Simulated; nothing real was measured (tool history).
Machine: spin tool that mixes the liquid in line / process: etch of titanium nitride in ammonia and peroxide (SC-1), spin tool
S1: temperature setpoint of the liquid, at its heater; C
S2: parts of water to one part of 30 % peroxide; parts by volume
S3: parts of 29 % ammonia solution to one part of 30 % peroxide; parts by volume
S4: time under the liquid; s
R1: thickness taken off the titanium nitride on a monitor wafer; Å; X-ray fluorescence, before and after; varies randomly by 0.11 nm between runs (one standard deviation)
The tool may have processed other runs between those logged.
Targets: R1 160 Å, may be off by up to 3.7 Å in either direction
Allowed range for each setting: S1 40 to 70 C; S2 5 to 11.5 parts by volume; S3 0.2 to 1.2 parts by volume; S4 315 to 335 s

run  hour    S1   S2    S3   S4      R1
  1     0    56  6.5   0.7  315  206.61
  2   8.1    56  6.5   0.7  315  206.65
  3  11.4    56  7.5   0.7  315  190.91
  4  20.1    56  7.5  0.85  315  198.64
  5  24.1    56  6.5  0.85  315   213.4
  6  27.9    55  6.5  0.85  315  197.57
  7  32.2    54  6.5  0.85  315  186.36
  8  37.3  53.5  6.5  0.85  315  178.24
  9  42.5    53  6.5  0.85  315  172.02
 10  47.5  52.5  6.5  0.85  315  168.15

Of the 5 settings listed for the next run, only one would bring every result within its allowed miss of target. Which one?
  A  52.5    49    5  0.75  330   ?
  B  52.5  49.5    6  0.95  330   ?
  C  52.5    50  5.5  0.75  335   ?
  D  52.5  48.5    5   0.9  335   ?
  E  52.5    53    8  0.75  315   ?

move      R1
   A  151.79
   B   149.4
   C  158.31
   D  152.28
   E   153.3
A: carries the result that was furthest off beyond its target, to the other side
B: carries the result that was furthest off beyond its target, to the other side
C: every result lands within tolerance
D: carries the result that was furthest off beyond its target, to the other side
E: carries the result that was furthest off beyond its target, to the other side
C meets every target.
